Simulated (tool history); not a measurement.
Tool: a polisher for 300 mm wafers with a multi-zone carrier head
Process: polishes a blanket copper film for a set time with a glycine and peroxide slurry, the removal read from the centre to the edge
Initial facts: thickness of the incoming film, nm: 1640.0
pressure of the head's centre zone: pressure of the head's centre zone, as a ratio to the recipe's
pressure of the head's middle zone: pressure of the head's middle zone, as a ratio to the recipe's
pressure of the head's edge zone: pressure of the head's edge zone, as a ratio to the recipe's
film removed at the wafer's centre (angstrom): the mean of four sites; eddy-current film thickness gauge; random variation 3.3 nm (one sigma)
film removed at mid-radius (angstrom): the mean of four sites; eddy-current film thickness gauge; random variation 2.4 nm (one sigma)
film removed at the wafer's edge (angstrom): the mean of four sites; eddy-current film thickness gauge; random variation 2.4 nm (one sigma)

run,hour,flow of slurry (ml/min),pressure of the head's centre zone,pressure of the head's middle zone,pressure of the head's edge zone,polishing time (s),film removed at the wafer's centre (angstrom),film removed at mid-radius (angstrom),film removed at the wafer's edge (angstrom)
1,0.0,145,1.00,1.00,1.00,54,2665.6,2621.3,2589.9
2,4.1,145,1.00,1.00,1.07,54,2728.0,2699.9,2714.7
3,7.7,175,1.00,1.00,1.07,54,2725.7,2719.0,2742.5
4,13.0,175,1.00,1.05,1.07,54,2784.4,2815.0,2756.1
5,14.6,175,1.08,1.05,1.07,54,3037.9,2848.2,2767.3
6,15.3,170,1.05,0.99,1.04,52,2815.9,2644.0,2598.2
7,22.1,160,1.03,0.94,1.04,51,2638.5,2451.7,2553.8
8,26.7,155,1.02,0.91,1.02,50,2553.2,2385.8,2460.5

Estimate the outcome of run 9 from the log above:
9,31.3,115,1.00,0.82,1.04,48,?,?,?

{"run 9": {"film removed at the wafer's centre (angstrom)": 2246.8, "film removed at mid-radius (angstrom)": 1971.0, "film removed at the wafer's edge (angstrom)": 2262.6}}

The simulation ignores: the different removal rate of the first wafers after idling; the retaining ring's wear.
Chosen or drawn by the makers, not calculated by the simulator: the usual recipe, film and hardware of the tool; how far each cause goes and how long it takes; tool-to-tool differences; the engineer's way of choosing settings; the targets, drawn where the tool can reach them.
